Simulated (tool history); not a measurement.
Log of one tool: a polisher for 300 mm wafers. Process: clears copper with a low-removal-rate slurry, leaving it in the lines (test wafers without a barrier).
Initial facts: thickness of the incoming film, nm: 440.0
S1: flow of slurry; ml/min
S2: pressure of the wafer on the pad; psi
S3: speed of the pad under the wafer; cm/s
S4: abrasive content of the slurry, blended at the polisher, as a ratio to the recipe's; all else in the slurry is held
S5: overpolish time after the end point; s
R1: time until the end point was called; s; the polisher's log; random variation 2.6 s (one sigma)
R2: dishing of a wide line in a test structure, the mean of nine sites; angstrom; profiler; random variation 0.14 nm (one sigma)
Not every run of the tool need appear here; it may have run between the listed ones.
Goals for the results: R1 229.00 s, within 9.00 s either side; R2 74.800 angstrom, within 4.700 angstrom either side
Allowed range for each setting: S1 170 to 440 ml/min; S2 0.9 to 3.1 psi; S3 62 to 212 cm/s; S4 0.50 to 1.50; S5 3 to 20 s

run	hour	S1	S2	S3	S4	S5	R1	R2
1	0.0	280	2.0	136	1.00	10	170.42	167.220
2	4.8	280	2.0	136	1.00	7	173.84	127.210
3	8.9	280	1.9	136	1.00	6	184.54	105.860
4	11.9	280	1.4	136	1.00	6	236.23	86.731
5	17.5	280	1.4	136	1.00	4	235.92	57.072
6	19.8	280	1.4	152	1.00	4	213.95	65.600
7	20.7	280	1.4	150	1.00	4	216.98	63.330
8	22.4	280	1.4	148	1.00	4	222.16	62.677
9	26.4	280	1.4	146	1.00	4	221.24	61.072
10	27.4	280	1.4	144	1.00	4	223.53	62.252
11	33.8	280	1.4	142	1.00	4	234.04	63.424
12	35.2	280	1.4	140	1.00	4	232.57	59.486
13	41.7	280	1.4	140	1.00	4	228.74	61.548
14	49.2	280	1.4	140	1.00	7	230.26	101.900
# hour 57.6: head pressure recalibrated
15	57.6	280	1.4	140	1.00	6	210.58	93.602

Exactly one of the 4 candidate moves below puts every result within its allowed miss. Which one?
A	66.0	270	1.6	118	0.90	6	?	?
B	66.0	255	1.4	120	1.35	5	?	?
C	66.0	215	1.4	132	0.95	6	?	?
D	66.0	290	1.4	128	1.05	6	?	?

move	R1	R2
A	227.56	87.953
B	234.87	72.435
C	232.88	86.016
D	228.08	87.626
A: nearer the targets than the last run, but a result is still out of spec
B: all results land within tolerance of their targets
C: nearer the targets than the last run, but a result is still out of spec
D: nearer the targets than the last run, but a result is still out of spec
B meets every target.
